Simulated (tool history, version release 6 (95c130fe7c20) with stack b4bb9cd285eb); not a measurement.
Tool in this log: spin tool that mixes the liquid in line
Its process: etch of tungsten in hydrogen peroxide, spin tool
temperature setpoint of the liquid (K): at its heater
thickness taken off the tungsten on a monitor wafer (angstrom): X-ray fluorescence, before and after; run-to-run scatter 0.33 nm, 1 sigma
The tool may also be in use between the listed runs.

| run | hour | temperature setpoint of the liquid (K) | concentration of hydrogen peroxide in the mixed liquid (% by weight) | time under the liquid (s) | thickness taken off the tungsten on a monitor wafer (angstrom) |
|---|---|---|---|---|---|
| 1 | 0 | 322.15 | 23 | 45 | 969.95 |
| 2 | 3.7 | 318.65 | 23 | 45 | 772.19 |
| 3 | 11.6 | 318.65 | 23 | 50 | 872.25 |
| 4 | 18 | 316.15 | 23 | 50 | 723.26 |
| 5 | 22.9 | 316.15 | 27 | 50 | 797.3 |
| 6 | 23.8 | 316.15 | 24 | 50 | 756.94 |
| 7 | 32.3 | 314.15 | 24 | 50 | 656.53 |
| 8 | 34.5 | 312.65 | 24 | 50 | 603.62 |
| 9 | 35.8 | 311.65 | 24 | 50 | 552.38 |
| 10 | 38.5 | 311.65 | 24 | 50 | 566.61 |

Estimate the outcome of run 11 from the log above:
| 11 | 41.8 | 310.65 | 24 | 50 | ? |

thickness taken off the tungsten on a monitor wafer (angstrom): 519.49
